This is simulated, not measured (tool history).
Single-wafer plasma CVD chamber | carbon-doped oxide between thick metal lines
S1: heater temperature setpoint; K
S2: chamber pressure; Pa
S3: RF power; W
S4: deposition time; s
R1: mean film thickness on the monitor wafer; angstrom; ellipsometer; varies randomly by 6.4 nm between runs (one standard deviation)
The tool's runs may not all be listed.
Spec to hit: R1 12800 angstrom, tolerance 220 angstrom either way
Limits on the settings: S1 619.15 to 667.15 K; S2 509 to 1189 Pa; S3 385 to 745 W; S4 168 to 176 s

| run | hour | S1 | S2 | S3 | S4 | R1 |
|---|---|---|---|---|---|---|
| 1 | 0 | 643.15 | 849 | 565 | 176 | 10869 |
| 2 | 0.8 | 643.15 | 849 | 565 | 168 | 10306 |
| 3 | 3.6 | 641.15 | 889 | 610 | 169 | 10988 |
| 4 | 8.2 | 640.15 | 917 | 645 | 170 | 11554 |
| 5 | 11.4 | 632.15 | 917 | 645 | 170 | 11730 |
| 6 | 17.7 | 632.15 | 1037 | 645 | 170 | 11850 |
| 7 | 25.2 | 631.15 | 1049 | 660 | 170 | 12154 |
|  | 28.2 | thermocouple changed; heater temperature recalibrated |
| 8 | 28.2 | 630.15 | 1069 | 670 | 170 | 12088 |
| 9 | 36 | 629.15 | 1072 | 685 | 170 | 12316 |

Below are 4 possible settings for the next run. Only one of them brings all results inside the allowed miss of their targets. Which is it?
| A | 43.8 | 633.15 | 991 | 655 | 168 | ? |
| B | 43.8 | 645.15 | 1061 | 740 | 176 | ? |
| C | 43.8 | 636.15 | 1172 | 695 | 170 | ? |
| D | 43.8 | 635.15 | 1097 | 660 | 168 | ? |

| move | R1 |
|---|---|
| A | 11575 |
| B | 12787 |
| C | 12182 |
| D | 11629 |
A: the biggest miss grows against the last run
B: all results in spec
C: the biggest miss grows against the last run
D: the biggest miss grows against the last run
Move B is the one to make.

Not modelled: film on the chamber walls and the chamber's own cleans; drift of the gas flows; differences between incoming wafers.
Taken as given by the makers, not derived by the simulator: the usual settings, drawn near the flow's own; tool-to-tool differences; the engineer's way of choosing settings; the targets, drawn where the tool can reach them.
